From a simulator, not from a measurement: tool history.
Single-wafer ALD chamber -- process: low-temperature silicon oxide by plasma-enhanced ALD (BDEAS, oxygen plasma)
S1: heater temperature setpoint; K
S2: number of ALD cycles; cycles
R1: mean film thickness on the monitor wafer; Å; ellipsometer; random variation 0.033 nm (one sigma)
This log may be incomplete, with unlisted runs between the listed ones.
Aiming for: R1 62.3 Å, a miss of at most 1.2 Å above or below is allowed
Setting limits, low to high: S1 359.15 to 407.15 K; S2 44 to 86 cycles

run,day,S1,S2,R1
1,0,383.15,65,87.527
2,0.217,379.15,65,87.348
3,0.362,368.15,65,89.923
4,0.408,359.15,65,92.57
5,0.604,359.15,58,82.248
6,0.638,362.15,56,78.476
7,0.95,364.15,55,77.875
8,1.125,367.15,54,74.998
9,1.421,369.15,53,73.09
10,1.646,371.15,52,70.212
11,1.838,371.15,52,71.185
12,2.179,373.15,51,69.419
13,2.55,375.15,51,69.404
14,2.683,377.15,50,67.428
15,2.888,379.15,50,67.436
16,3.117,380.15,50,66.789

Exercise: of the 5 proposed moves below, exactly one satisfies all targets within the stated allowed misses. Which move is it?
A,3.346,367.15,53,?
B,3.346,373.15,51,?
C,3.346,373.15,52,?
D,3.346,379.15,46,?
E,3.346,383.15,44,?

move,R1
A,73.631
B,69.673
C,71.039
D,62.242
E,59.153
A: further off than the last run
B: further off than the last run
C: further off than the last run
D: every result within its allowed miss
E: takes the biggest miss from the last run beyond its target
D meets every target.
